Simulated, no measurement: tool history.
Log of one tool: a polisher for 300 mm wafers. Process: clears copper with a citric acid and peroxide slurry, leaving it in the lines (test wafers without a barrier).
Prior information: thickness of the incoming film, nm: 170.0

run,hour,flow of slurry (ml/min),pressure of the wafer on the pad (kPa),speed of the pad under the wafer (cm/s),abrasive content of the slurry,overpolish time after the end point (s),time until the end point was called (s),dishing of a wide line in a test structure (Å)
1,0,165,22.8,96,1,30,68.236,442.48
2,4.7,165,25.5,96,1,33,61.404,544.16
3,13,170,27.6,96,1,34,55.883,583.54
4,21.2,170,29,96,1,36,51.71,655.69
5,24,170,33.1,96,1,36,45.841,718.69
6,31.2,170,33.1,96,1,37,46.076,746.68

Run 7, settings as shown, results not yet in. Your forecast:
7,36.3,170,33.1,96,1,38,?,?

time until the end point was called (s): 46.772
dishing of a wide line in a test structure (Å): 756.74
